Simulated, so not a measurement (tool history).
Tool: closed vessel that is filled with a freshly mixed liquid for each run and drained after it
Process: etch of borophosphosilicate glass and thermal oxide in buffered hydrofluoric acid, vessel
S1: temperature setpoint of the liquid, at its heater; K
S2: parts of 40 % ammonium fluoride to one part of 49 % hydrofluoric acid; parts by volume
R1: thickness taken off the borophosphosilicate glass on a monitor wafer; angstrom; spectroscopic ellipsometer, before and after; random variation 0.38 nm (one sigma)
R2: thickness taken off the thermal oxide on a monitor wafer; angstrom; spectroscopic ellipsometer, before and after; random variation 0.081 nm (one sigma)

Run 1, hour 0.0: S1 293.15 K, S2 8.0 parts by volume, time in the liquid (s) 60. Result: R1 1058.60 angstrom, R2 629.39 angstrom.
Run 2, hour 5.0: S1 292.65 K, S2 9.0 parts by volume, time in the liquid (s) 60. Result: R1 908.31 angstrom, R2 539.81 angstrom.
Run 3, hour 11.0: S1 292.65 K, S2 8.0 parts by volume, time in the liquid (s) 60. Result: R1 1042.50 angstrom, R2 612.43 angstrom.
Run 4, hour 15.6: S1 292.65 K, S2 7.0 parts by volume, time in the liquid (s) 60. Result: R1 1209.30 angstrom, R2 703.34 angstrom.
Run 5, hour 16.9: S1 292.15 K, S2 8.0 parts by volume, time in the liquid (s) 60. Result: R1 1020.60 angstrom, R2 597.96 angstrom.
Run 6, hour 18.6: S1 291.65 K, S2 9.0 parts by volume, time in the liquid (s) 60. Result: R1 853.53 angstrom, R2 512.91 angstrom.
Run 7, hour 26.2: S1 291.65 K, S2 9.5 parts by volume, time in the liquid (s) 60. Result: R1 822.30 angstrom, R2 492.57 angstrom.

Forecast run 8:
Run 8, hour 33.9: S1 290.15 K, S2 12.0 parts by volume, time in the liquid (s) 45. Result: R1 ?, R2 ?.

Run 8 gave R1 468.68 angstrom, R2 274.60 angstrom.
